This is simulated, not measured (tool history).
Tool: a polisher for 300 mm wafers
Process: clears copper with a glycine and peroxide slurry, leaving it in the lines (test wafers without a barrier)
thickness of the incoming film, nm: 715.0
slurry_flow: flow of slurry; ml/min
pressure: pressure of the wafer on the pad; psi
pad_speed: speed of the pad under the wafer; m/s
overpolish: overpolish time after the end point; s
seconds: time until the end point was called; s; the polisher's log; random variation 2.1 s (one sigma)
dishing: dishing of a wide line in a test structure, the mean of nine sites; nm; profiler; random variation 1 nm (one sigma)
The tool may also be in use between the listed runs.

run 1 hour=0 | slurry_flow=245 pressure=2.2 pad_speed=1.18 overpolish=24 | seconds=156.76 dishing=63.569
run 2 hour=6 | slurry_flow=245 pressure=2.2 pad_speed=1.18 overpolish=25 | seconds=151.93 dishing=63.904
run 3 hour=13.1 | slurry_flow=245 pressure=2.2 pad_speed=1.18 overpolish=27 | seconds=153.62 dishing=66.417
run 4 hour=14.2 | slurry_flow=275 pressure=2.2 pad_speed=1.18 overpolish=27 | seconds=149.32 dishing=67.041
run 5 hour=20.4 | slurry_flow=295 pressure=2.2 pad_speed=1.18 overpolish=27 | seconds=146.8 dishing=68.119
run 6 hour=21.9 | slurry_flow=240 pressure=2.2 pad_speed=1.18 overpolish=27 | seconds=153.54 dishing=67.914
run 7 hour=22.5 | slurry_flow=235 pressure=2.2 pad_speed=1.18 overpolish=28 | seconds=153.29 dishing=67.619
run 8 hour=27 | slurry_flow=230 pressure=2.2 pad_speed=1.18 overpolish=30 | seconds=157.48 dishing=71.689
run 9 hour=27.6 | slurry_flow=225 pressure=2.2 pad_speed=1.18 overpolish=31 | seconds=152.56 dishing=72.755
run 10 hour=33.5 | slurry_flow=220 pressure=2.2 pad_speed=1.18 overpolish=32 | seconds=155.28 dishing=73.8
run 11 hour=42.3 | slurry_flow=215 pressure=2.2 pad_speed=1.18 overpolish=33 | seconds=155.99 dishing=76.421

The next listed run, before its measurement:
run 12 hour=44.8 | slurry_flow=215 pressure=2.2 pad_speed=1.18 overpolish=33 | seconds=? dishing=?

{"run 12": {"seconds": 153.43, "dishing": 75.313}}

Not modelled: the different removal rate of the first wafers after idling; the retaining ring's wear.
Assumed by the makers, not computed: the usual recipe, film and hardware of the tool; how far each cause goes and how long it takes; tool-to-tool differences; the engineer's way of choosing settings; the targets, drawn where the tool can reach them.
